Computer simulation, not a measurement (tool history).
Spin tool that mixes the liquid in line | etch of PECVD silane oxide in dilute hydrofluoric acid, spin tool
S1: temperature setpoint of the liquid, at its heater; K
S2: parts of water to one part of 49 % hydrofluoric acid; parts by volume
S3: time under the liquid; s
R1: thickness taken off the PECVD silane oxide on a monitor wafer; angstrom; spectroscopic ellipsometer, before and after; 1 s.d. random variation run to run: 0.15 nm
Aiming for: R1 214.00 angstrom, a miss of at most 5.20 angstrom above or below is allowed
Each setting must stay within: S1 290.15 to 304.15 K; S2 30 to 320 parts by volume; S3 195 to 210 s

run 1 hour=0.0 | S1=296.15 S2=175 S3=195 | R1=460.97
run 2 hour=6.3 | S1=294.15 S2=205 S3=195 | R1=352.46
run 3 hour=8.2 | S1=296.15 S2=205 S3=195 | R1=382.30
run 4 hour=14.7 | S1=299.15 S2=205 S3=195 | R1=425.02
run 5 hour=15.4 | S1=296.15 S2=225 S3=195 | R1=336.12
run 6 hour=21.4 | S1=296.15 S2=225 S3=195 | R1=338.63
run 7 hour=27.6 | S1=294.15 S2=240 S3=195 | R1=285.00
run 8 hour=31.8 | S1=292.65 S2=250 S3=195 | R1=262.00
run 9 hour=39.6 | S1=290.15 S2=280 S3=195 | R1=205.92

Exercise: of the 4 proposed moves below, exactly one satisfies all targets within the stated allowed misses. Which move is it?
run A hour=47.4 | S1=290.15 S2=295 S3=205 | R1=?
run B hour=47.4 | S1=290.15 S2=290 S3=195 | R1=?
run C hour=47.4 | S1=290.15 S2=290 S3=210 | R1=?
run D hour=47.4 | S1=291.65 S2=310 S3=200 | R1=?

move=A R1=202.60
move=B R1=196.87
move=C R1=212.01
move=D R1=196.46
A: moves away from the targets compared with the last run
B: moves away from the targets compared with the last run
C: all results land within tolerance of their targets
D: moves away from the targets compared with the last run
C meets every target.

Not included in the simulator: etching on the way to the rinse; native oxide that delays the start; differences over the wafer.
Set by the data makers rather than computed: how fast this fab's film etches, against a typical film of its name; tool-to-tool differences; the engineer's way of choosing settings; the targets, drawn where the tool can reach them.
